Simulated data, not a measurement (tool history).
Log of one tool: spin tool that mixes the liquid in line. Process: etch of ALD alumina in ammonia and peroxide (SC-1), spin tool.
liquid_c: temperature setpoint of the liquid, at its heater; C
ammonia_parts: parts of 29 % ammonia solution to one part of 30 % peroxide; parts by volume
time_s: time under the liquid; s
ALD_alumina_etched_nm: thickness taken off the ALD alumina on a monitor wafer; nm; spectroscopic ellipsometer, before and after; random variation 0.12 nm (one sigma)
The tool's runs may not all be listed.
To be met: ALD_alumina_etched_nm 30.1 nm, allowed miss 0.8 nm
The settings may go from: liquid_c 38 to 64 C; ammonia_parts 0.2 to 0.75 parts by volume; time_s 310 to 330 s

run  hour  liquid_c  ammonia_parts  time_s  ALD_alumina_etched_nm
  1     0        48           0.45     310                 15.432
  2   4.3        48           0.55     310                 15.848
  3  10.2        42           0.55     310                  11.17
  4  12.6        47           0.55     310                 14.899
  5    19      50.5           0.55     310                 18.025
  6  21.3      57.5           0.55     310                 26.269
  7    25        58           0.55     310                 26.856
  8  28.4      58.5           0.55     310                 27.921

Which of these 5 next moves meets every target?
  A  31.8        55            0.4     330                      ?
  B  31.8        59           0.55     325                      ?
  C  31.8      56.5           0.65     310                      ?
  D  31.8        56            0.7     330                      ?
  E  31.8        58            0.5     315                      ?

move  ALD_alumina_etched_nm
   A                 23.775
   B                 29.763
   C                 25.317
   D                 26.435
   E                 27.142
A: further off than the last run
B: meets every target
C: further off than the last run
D: further off than the last run
E: further off than the last run
The right move is B.

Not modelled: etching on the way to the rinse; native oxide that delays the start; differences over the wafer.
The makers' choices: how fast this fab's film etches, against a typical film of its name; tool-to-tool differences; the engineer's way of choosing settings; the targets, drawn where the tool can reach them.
